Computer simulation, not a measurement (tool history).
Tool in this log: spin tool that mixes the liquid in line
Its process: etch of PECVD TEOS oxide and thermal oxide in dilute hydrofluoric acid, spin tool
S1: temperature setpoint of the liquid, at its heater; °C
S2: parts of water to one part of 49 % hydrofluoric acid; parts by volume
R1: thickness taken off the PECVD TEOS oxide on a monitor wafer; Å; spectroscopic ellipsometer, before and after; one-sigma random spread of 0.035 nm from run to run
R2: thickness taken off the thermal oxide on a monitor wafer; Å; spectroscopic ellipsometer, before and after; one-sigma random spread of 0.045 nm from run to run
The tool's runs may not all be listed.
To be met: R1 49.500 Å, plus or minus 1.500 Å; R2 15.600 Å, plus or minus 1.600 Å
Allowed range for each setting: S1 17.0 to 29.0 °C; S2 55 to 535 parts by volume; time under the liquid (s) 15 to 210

{"run": 1, "hour": 0.0, "S1": 21.0, "S2": 295, "time under the liquid (s)": 105, "R1": 45.41, "R2": 14.473}
{"run": 2, "hour": 6.7, "S1": 21.5, "S2": 295, "time under the liquid (s)": 105, "R1": 47.078, "R2": 15.038}
{"run": 3, "hour": 9.6, "S1": 21.5, "S2": 360, "time under the liquid (s)": 105, "R1": 35.861, "R2": 11.413}
{"run": 4, "hour": 10.6, "S1": 23.0, "S2": 360, "time under the liquid (s)": 105, "R1": 37.772, "R2": 11.58}
{"run": 5, "hour": 19.4, "S1": 23.5, "S2": 350, "time under the liquid (s)": 105, "R1": 40.179, "R2": 12.214}
{"run": 6, "hour": 25.7, "S1": 24.0, "S2": 340, "time under the liquid (s)": 105, "R1": 42.303, "R2": 12.579}
{"hour": 27.0, "done": "thermometer replaced"}
{"run": 7, "hour": 27.0, "S1": 23.5, "S2": 330, "time under the liquid (s)": 105, "R1": 40.483, "R2": 12.823}
{"run": 8, "hour": 27.8, "S1": 23.5, "S2": 315, "time under the liquid (s)": 105, "R1": 43.326, "R2": 13.828}
{"run": 9, "hour": 34.6, "S1": 24.0, "S2": 310, "time under the liquid (s)": 105, "R1": 44.842, "R2": 14.005}
{"run": 10, "hour": 36.9, "S1": 24.0, "S2": 305, "time under the liquid (s)": 105, "R1": 45.415, "R2": 14.214}
{"run": 11, "hour": 41.8, "S1": 24.0, "S2": 300, "time under the liquid (s)": 105, "R1": 46.961, "R2": 14.975}
{"run": 12, "hour": 46.8, "S1": 24.5, "S2": 300, "time under the liquid (s)": 105, "R1": 47.222, "R2": 15.022}

Exercise: of the 4 proposed moves below, exactly one satisfies all targets within the stated allowed misses. Which move is it?
{"run": "A", "hour": 51.8, "S1": 17.5, "S2": 280, "time under the liquid (s)": 130, "R1": "?", "R2": "?"}
{"run": "B", "hour": 51.8, "S1": 24.5, "S2": 335, "time under the liquid (s)": 115, "R1": "?", "R2": "?"}
{"run": "C", "hour": 51.8, "S1": 21.0, "S2": 435, "time under the liquid (s)": 175, "R1": "?", "R2": "?"}
{"run": "D", "hour": 51.8, "S1": 21.0, "S2": 270, "time under the liquid (s)": 95, "R1": "?", "R2": "?"}

move=A R1=49.386 R2=15.606
move=B R1=44.669 R2=14.115
move=C R1=42.586 R2=13.457
move=D R1=43.036 R2=13.599
A: every result lands within tolerance
B: lands further from the targets than the last run did
C: lands further from the targets than the last run did
D: lands further from the targets than the last run did
Move A is the one to make.
